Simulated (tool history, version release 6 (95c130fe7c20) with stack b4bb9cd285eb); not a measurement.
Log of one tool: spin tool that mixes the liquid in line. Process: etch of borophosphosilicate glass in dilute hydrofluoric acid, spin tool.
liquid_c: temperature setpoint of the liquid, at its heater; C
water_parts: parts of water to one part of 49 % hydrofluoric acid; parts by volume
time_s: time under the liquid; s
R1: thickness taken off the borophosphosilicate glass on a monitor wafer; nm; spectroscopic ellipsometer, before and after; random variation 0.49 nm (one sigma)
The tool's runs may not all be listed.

{"run": 1, "hour": 0.0, "liquid_c": 24.0, "water_parts": 40, "time_s": 75, "R1": 79.659}
{"run": 2, "hour": 5.1, "liquid_c": 25.5, "water_parts": 40, "time_s": 75, "R1": 85.939}
{"run": 3, "hour": 11.3, "liquid_c": 25.5, "water_parts": 40, "time_s": 75, "R1": 85.188}
{"run": 4, "hour": 12.8, "liquid_c": 25.5, "water_parts": 45, "time_s": 75, "R1": 74.201}
{"run": 5, "hour": 17.1, "liquid_c": 25.5, "water_parts": 30, "time_s": 75, "R1": 115.62}
{"run": 6, "hour": 19.3, "liquid_c": 25.5, "water_parts": 30, "time_s": 75, "R1": 115.81}
{"run": 7, "hour": 24.8, "liquid_c": 24.0, "water_parts": 30, "time_s": 75, "R1": 106.0}
{"run": 8, "hour": 27.0, "liquid_c": 22.5, "water_parts": 30, "time_s": 75, "R1": 101.03}
{"run": 9, "hour": 27.5, "liquid_c": 21.5, "water_parts": 30, "time_s": 75, "R1": 96.844}

Run 10 comes next. What will it give?
{"run": 10, "hour": 35.5, "liquid_c": 17.5, "water_parts": 45, "time_s": 75, "R1": "?"}

Run 10 gave R1 53.662 nm.
